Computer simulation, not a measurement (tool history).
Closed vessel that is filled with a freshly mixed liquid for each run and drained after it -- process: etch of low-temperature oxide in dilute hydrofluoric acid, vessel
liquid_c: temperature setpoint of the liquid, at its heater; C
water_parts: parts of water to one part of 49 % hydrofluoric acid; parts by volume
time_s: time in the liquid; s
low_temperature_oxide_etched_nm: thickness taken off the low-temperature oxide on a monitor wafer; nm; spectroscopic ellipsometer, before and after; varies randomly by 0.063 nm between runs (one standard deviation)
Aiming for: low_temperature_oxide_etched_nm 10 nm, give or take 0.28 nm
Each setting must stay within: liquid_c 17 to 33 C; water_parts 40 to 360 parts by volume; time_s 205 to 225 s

| run | hour | liquid_c | water_parts | time_s | low_temperature_oxide_etched_nm |
|---|---|---|---|---|---|
| 1 | 0 | 25 | 200 | 205 | 18.36 |
| 2 | 2.3 | 25 | 200 | 225 | 20.154 |
| 3 | 5 | 25 | 170 | 225 | 24.513 |
| 4 | 11.3 | 25 | 230 | 225 | 17.058 |
| 5 | 16.7 | 23 | 230 | 225 | 15.98 |
| 6 | 18.9 | 22.5 | 235 | 225 | 15.152 |
|  | 24.3 | thermometer replaced |
| 7 | 24.3 | 18.5 | 280 | 225 | 11.278 |
| 8 | 32.3 | 18 | 290 | 225 | 10.57 |

Exactly one of the 4 candidate moves below puts every result within its allowed miss. Which one?
| A | 40.3 | 17.5 | 280 | 210 | ? |
| B | 40.3 | 17.5 | 275 | 220 | ? |
| C | 40.3 | 18.5 | 280 | 220 | ? |
| D | 40.3 | 17 | 315 | 225 | ? |

| move | low_temperature_oxide_etched_nm |
|---|---|
| A | 10.142 |
| B | 10.865 |
| C | 11.034 |
| D | 9.2028 |
A: all results in spec
B: its largest miss is bigger than the last run's
C: its largest miss is bigger than the last run's
D: carries the result that was furthest off beyond its target, to the other side
Move A is the one to make.
